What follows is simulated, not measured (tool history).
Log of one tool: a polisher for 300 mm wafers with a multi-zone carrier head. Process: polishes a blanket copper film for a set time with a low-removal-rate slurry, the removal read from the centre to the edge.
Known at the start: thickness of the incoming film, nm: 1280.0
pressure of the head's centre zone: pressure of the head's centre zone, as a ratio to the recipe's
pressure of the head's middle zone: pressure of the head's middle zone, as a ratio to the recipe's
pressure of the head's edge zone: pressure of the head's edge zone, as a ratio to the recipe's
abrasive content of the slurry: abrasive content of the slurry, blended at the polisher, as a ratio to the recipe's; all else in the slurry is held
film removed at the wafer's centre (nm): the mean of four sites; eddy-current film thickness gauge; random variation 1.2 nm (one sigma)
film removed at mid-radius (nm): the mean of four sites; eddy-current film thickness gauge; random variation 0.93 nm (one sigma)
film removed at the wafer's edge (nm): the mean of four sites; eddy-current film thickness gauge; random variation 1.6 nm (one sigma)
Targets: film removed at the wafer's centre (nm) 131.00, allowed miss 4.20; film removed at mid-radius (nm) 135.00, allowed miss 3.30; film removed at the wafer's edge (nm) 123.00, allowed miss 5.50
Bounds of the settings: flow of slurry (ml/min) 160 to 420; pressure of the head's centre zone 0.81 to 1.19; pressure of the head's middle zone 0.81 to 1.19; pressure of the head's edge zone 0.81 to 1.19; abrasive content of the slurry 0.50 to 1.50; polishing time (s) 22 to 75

run	hour	flow of slurry (ml/min)	pressure of the head's centre zone	pressure of the head's middle zone	pressure of the head's edge zone	abrasive content of the slurry	polishing time (s)	film removed at the wafer's centre (nm)	film removed at mid-radius (nm)	film removed at the wafer's edge (nm)
1	0.0	270	1.00	1.00	1.00	1.00	48	171.35	163.88	162.36
2	3.7	270	0.98	1.00	0.97	0.90	47	156.95	159.01	159.04
3	9.4	275	1.00	1.02	0.95	0.85	45	151.49	148.76	147.87
4	15.2	275	0.96	1.02	0.95	0.85	45	146.97	151.87	145.93
5	22.3	275	1.01	1.02	0.95	0.85	45	151.88	151.13	142.60
6	28.7	310	1.01	1.02	0.95	0.85	45	155.28	152.26	150.51
7	36.3	285	1.00	1.02	0.92	0.80	45	150.72	149.04	142.46
8	37.4	270	0.99	1.01	0.90	0.75	45	147.87	146.44	137.86
9	39.3	260	0.97	1.00	0.89	0.70	45	139.59	142.45	136.47
10	47.2	250	1.00	1.03	0.81	0.50	43	130.99	130.09	115.62
11	51.1	255	1.00	1.03	0.82	0.50	43	128.98	129.07	114.26
12	55.1	260	1.00	1.03	0.84	0.50	43	128.99	128.86	114.68
13	56.7	260	1.00	1.03	0.84	0.50	43	127.47	128.04	120.16
14	62.6	265	1.00	1.04	0.84	0.50	43	128.93	130.97	117.53

4 next moves are on the table. One of them brings every result within its allowed miss. Which?
A	68.5	290	1.00	1.07	0.90	0.50	43	?	?	?
B	68.5	245	0.95	1.09	0.82	0.55	45	?	?	?
C	68.5	275	0.99	0.99	0.87	0.50	44	?	?	?
D	68.5	280	0.98	1.02	0.81	0.50	43	?	?	?

move	film removed at the wafer's centre (nm)	film removed at mid-radius (nm)	film removed at the wafer's edge (nm)
A	131.67	134.69	118.63
B	132.45	144.33	120.29
C	132.89	128.55	119.31
D	128.90	129.03	113.02
A: meets every target
B: takes the result that was furthest off past its target
C: further off than the last run
D: further off than the last run
Answer: A

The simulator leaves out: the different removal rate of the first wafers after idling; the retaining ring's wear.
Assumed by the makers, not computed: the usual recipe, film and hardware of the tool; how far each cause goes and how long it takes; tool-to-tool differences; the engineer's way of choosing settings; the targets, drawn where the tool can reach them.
